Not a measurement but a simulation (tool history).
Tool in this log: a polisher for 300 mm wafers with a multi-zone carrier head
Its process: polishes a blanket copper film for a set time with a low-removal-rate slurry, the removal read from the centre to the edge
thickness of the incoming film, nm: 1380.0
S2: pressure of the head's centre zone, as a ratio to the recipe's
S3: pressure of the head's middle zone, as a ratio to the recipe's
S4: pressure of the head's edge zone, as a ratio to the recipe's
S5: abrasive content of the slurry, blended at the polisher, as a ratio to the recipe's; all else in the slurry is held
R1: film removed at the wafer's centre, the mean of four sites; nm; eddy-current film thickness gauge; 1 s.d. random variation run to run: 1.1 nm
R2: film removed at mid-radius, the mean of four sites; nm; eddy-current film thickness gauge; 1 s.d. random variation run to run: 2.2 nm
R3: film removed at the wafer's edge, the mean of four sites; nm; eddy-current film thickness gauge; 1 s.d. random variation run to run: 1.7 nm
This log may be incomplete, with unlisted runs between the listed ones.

Run 1, hour 0: flow of slurry (ml/min) 125, S2 1, S3 1, S4 1, S5 1, polishing time (s) 75. Result: R1 212.25 nm, R2 215.94 nm, R3 208.39 nm.
Run 2, hour 0.5: flow of slurry (ml/min) 125, S2 1, S3 1, S4 1.08, S5 1, polishing time (s) 75. Result: R1 212.6 nm, R2 219.98 nm, R3 216.93 nm.
Run 3, hour 8.3: flow of slurry (ml/min) 125, S2 1, S3 1, S4 1.13, S5 1, polishing time (s) 75. Result: R1 214.21 nm, R2 213.76 nm, R3 224 nm.
Run 4, hour 9.5: flow of slurry (ml/min) 110, S2 1, S3 1, S4 1.13, S5 1, polishing time (s) 75. Result: R1 205.08 nm, R2 204.43 nm, R3 217.63 nm.
Run 5, hour 13.4: flow of slurry (ml/min) 105, S2 0.96, S3 1, S4 1.11, S5 0.9, polishing time (s) 74. Result: R1 188.22 nm, R2 202.5 nm, R3 206.09 nm.
Run 6, hour 14.8: flow of slurry (ml/min) 125, S2 0.96, S3 1, S4 1.11, S5 0.9, polishing time (s) 74. Result: R1 194.62 nm, R2 207.5 nm, R3 214.04 nm.
Run 7, hour 17.9: flow of slurry (ml/min) 115, S2 0.93, S3 0.98, S4 1.09, S5 0.8, polishing time (s) 73. Result: R1 177.9 nm, R2 188.95 nm, R3 201.88 nm.
Run 8, hour 18.9: flow of slurry (ml/min) 110, S2 0.91, S3 0.98, S4 1.07, S5 0.75, polishing time (s) 73. Result: R1 168.89 nm, R2 185.28 nm, R3 195.24 nm.
Run 9, hour 21.4: flow of slurry (ml/min) 80, S2 0.81, S3 0.92, S4 0.99, S5 0.55, polishing time (s) 72. Result: R1 121.61 nm, R2 149.31 nm, R3 161.38 nm.
Run 10, hour 28.6: flow of slurry (ml/min) 85, S2 0.81, S3 0.92, S4 0.99, S5 0.55, polishing time (s) 72. Result: R1 126.91 nm, R2 154.41 nm, R3 165.75 nm.

Forecast run 11:
Run 11, hour 35.7: flow of slurry (ml/min) 90, S2 0.81, S3 0.92, S4 0.99, S5 0.55, polishing time (s) 72. Result: R1 ?, R2 ?, R3 ?.

Run 11 gave R1 129.29 nm, R2 154.24 nm, R3 166.06 nm.
